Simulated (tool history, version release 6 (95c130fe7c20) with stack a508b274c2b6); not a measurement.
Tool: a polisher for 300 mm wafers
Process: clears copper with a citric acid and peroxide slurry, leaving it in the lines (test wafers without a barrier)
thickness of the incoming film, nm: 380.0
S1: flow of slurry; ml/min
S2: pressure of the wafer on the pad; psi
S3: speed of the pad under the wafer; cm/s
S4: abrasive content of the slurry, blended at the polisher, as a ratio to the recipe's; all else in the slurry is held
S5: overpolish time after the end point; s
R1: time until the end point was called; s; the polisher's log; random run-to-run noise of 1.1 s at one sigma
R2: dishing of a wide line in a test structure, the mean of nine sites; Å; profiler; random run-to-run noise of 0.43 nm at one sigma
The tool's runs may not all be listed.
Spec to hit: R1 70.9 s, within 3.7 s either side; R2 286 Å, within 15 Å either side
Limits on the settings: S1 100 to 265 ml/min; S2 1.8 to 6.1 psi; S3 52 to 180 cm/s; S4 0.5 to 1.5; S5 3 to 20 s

| run | hour | S1 | S2 | S3 | S4 | S5 | R1 | R2 |
|---|---|---|---|---|---|---|---|---|
| 1 | 0 | 170 | 3.9 | 116 | 1 | 10 | 120.45 | 200 |
| 2 | 2.6 | 170 | 3.4 | 116 | 1 | 10 | 135.62 | 176.48 |
| 3 | 3.7 | 170 | 2.4 | 116 | 1 | 10 | 191.66 | 132.92 |
| 4 | 4.5 | 175 | 3.3 | 118 | 1 | 10 | 139.66 | 176.08 |
| 5 | 6.4 | 175 | 3.3 | 130 | 1 | 10 | 126.88 | 195.95 |
| 6 | 13 | 180 | 3.8 | 130 | 1 | 10 | 110.94 | 218.22 |
| 7 | 17.9 | 180 | 3.8 | 130 | 1 | 10 | 107.58 | 217.03 |
| 8 | 21.7 | 185 | 4.2 | 130 | 1 | 10 | 101.08 | 236.06 |
| 9 | 27 | 185 | 4.6 | 130 | 1 | 10 | 92.453 | 255.97 |
| 10 | 28.9 | 185 | 4.9 | 130 | 1 | 10 | 85.342 | 269.4 |

Below are 4 possible settings for the next run. Only one of them brings all results inside the allowed miss of their targets. Which is it?
| A | 30.8 | 205 | 4.5 | 106 | 0.95 | 12 | ? | ? |
| B | 30.8 | 180 | 5.1 | 128 | 1.1 | 11 | ? | ? |
| C | 30.8 | 145 | 6.1 | 124 | 1.3 | 9 | ? | ? |
| D | 30.8 | 195 | 5.8 | 154 | 0.95 | 6 | ? | ? |

| move | R1 | R2 |
|---|---|---|
| A | 111.76 | 250.67 |
| B | 82.371 | 297.42 |
| C | 71.804 | 284.54 |
| D | 61.691 | 232.42 |
A: its largest miss is bigger than the last run's
B: nearer than the last run, and not there yet
C: in spec on every target
D: the result that was furthest off in the last run now lies on the other side of its target
Go with C: it meets all targets.
